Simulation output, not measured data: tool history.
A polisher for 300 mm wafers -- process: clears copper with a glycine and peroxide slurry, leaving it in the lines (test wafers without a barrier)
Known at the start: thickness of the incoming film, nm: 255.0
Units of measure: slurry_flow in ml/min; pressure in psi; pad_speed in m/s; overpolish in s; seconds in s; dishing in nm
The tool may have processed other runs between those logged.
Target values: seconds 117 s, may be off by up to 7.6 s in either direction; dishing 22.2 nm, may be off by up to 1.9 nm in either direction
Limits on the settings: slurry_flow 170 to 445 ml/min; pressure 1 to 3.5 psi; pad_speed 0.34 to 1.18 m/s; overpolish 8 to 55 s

run	hour	slurry_flow	pressure	pad_speed	overpolish	seconds	dishing
1	0	285	2.2	0.76	28	78.569	30.697
2	8.9	285	1.9	0.74	24	87.033	27.471
3	17.4	285	1.7	0.72	22	94.178	26.763
4	20.8	285	1.5	0.7	19	109.18	22.648
5	21.3	285	1.5	0.84	19	94.405	24.401
6	23.5	285	1.4	0.82	19	97.606	23.028
7	30.4	285	1.3	0.8	20	112.47	23.614
8	33.5	285	1.2	0.8	15	114.45	17.933
9	35.3	285	1.2	0.8	17	117.44	20.872

Exactly one of the 4 candidate moves below puts every result within its allowed miss. Which one?
A	37.1	315	1	0.7	26	?	?
B	37.1	230	1.1	0.92	21	?	?
C	37.1	275	1.1	0.78	16	?	?
D	37.1	280	1.3	0.72	15	?	?

move	seconds	dishing
A	136.96	24.427
B	116.08	23.051
C	124.5	18.682
D	117.25	18.65
A: takes the biggest miss from the last run beyond its target
B: each result inside its tolerance
C: its largest miss is bigger than the last run's
D: its largest miss is bigger than the last run's
Go with B: it meets all targets.
